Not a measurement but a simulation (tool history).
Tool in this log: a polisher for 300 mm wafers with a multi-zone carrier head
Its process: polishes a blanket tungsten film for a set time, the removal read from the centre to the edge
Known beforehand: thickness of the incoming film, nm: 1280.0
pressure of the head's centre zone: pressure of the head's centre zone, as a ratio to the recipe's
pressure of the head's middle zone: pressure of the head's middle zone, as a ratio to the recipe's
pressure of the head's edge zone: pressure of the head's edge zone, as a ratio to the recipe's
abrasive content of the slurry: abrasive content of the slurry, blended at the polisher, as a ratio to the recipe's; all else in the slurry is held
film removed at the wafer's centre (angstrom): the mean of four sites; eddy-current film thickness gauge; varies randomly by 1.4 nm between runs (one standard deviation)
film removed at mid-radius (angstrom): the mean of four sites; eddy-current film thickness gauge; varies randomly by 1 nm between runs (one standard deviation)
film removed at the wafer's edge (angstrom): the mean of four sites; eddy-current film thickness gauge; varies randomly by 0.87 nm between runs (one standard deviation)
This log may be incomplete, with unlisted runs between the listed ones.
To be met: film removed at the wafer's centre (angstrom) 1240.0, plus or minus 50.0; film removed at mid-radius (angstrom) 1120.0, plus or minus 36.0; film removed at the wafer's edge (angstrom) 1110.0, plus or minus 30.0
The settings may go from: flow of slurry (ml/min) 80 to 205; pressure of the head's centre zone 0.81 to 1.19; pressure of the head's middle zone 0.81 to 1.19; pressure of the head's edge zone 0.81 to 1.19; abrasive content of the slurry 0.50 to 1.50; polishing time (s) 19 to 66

| run | hour | flow of slurry (ml/min) | pressure of the head's centre zone | pressure of the head's middle zone | pressure of the head's edge zone | abrasive content of the slurry | polishing time (s) | film removed at the wafer's centre (angstrom) | film removed at mid-radius (angstrom) | film removed at the wafer's edge (angstrom) |
|---|---|---|---|---|---|---|---|---|---|---|
| 1 | 0.0 | 135 | 1.00 | 1.00 | 1.00 | 1.00 | 42 | 1405.2 | 1381.1 | 1432.6 |
| 2 | 2.1 | 135 | 1.00 | 1.00 | 1.00 | 0.80 | 42 | 1281.4 | 1257.8 | 1330.5 |
| 3 | 10.1 | 130 | 1.01 | 1.00 | 0.97 | 0.80 | 42 | 1294.0 | 1239.4 | 1283.5 |
| 4 | 13.6 | 125 | 1.01 | 1.00 | 0.95 | 0.80 | 42 | 1283.1 | 1220.3 | 1281.9 |
| 5 | 17.9 | 120 | 1.02 | 1.01 | 0.93 | 0.80 | 42 | 1281.4 | 1252.3 | 1244.0 |
| 6 | 24.2 | 120 | 1.02 | 1.01 | 0.93 | 0.80 | 49 | 1518.7 | 1422.0 | 1449.2 |
|  | 24.9 | worn pad replaced by a new one |
| 7 | 24.9 | 115 | 1.02 | 1.01 | 0.91 | 0.75 | 48 | 1545.6 | 1510.9 | 1529.1 |
| 8 | 26.3 | 115 | 1.04 | 1.02 | 0.92 | 0.70 | 47 | 1518.1 | 1462.5 | 1465.7 |

Exactly one of the 4 candidate moves below puts every result within its allowed miss. Which one?
| A | 27.7 | 120 | 1.10 | 0.99 | 1.07 | 0.50 | 64 | ? | ? | ? |
| B | 27.7 | 80 | 0.84 | 0.81 | 1.19 | 0.50 | 60 | ? | ? | ? |
| C | 27.7 | 105 | 1.00 | 0.95 | 0.93 | 0.80 | 38 | ? | ? | ? |
| D | 27.7 | 120 | 1.07 | 0.99 | 0.86 | 0.90 | 33 | ? | ? | ? |

| move | film removed at the wafer's centre (angstrom) | film removed at mid-radius (angstrom) | film removed at the wafer's edge (angstrom) |
|---|---|---|---|
| A | 1882.7 | 1643.2 | 1838.3 |
| B | 1143.0 | 1136.9 | 1663.2 |
| C | 1211.0 | 1131.5 | 1239.2 |
| D | 1230.8 | 1105.0 | 1114.2 |
A: moves away from the targets compared with the last run
B: moves away from the targets compared with the last run
C: moves toward the targets from the last run without getting all of them in spec
D: meets every target
Go with D: it meets all targets.
